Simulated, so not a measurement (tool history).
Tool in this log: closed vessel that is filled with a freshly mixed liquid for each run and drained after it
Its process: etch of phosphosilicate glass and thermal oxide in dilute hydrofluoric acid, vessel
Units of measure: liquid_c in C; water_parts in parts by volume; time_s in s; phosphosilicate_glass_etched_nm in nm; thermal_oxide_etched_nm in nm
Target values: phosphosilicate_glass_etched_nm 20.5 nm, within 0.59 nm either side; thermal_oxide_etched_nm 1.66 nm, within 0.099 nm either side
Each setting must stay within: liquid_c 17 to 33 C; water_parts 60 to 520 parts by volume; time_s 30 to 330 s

run	day	liquid_c	water_parts	time_s	phosphosilicate_glass_etched_nm	thermal_oxide_etched_nm
1	0	25	290	170	29.176	2.35
2	0.325	24	295	170	27.41	2.2752
3	0.571	24	340	170	22.815	1.8571
4	0.638	24	430	170	16.736	1.3354
5	0.733	24.5	430	170	16.895	1.3787
6	0.983	25	430	170	16.995	1.3985
7	1.325	25.5	425	170	17.764	1.4381
8	1.471	26	425	170	17.927	1.469

Of the 4 settings listed for the next run, only one would bring every result within its allowed miss of target. Which one?
A	1.617	21.5	475	175	?	?
B	1.617	20	385	155	?	?
C	1.617	22.5	365	175	?	?
D	1.617	22	520	220	?	?

move	phosphosilicate_glass_etched_nm	thermal_oxide_etched_nm
A	13.888	1.1193
B	15.531	1.2518
C	20.515	1.6535
D	15.635	1.2601
A: misses by more than the last run did
B: misses by more than the last run did
C: every result within its allowed miss
D: misses by more than the last run did
So the answer is move C, the one that meets all the targets.
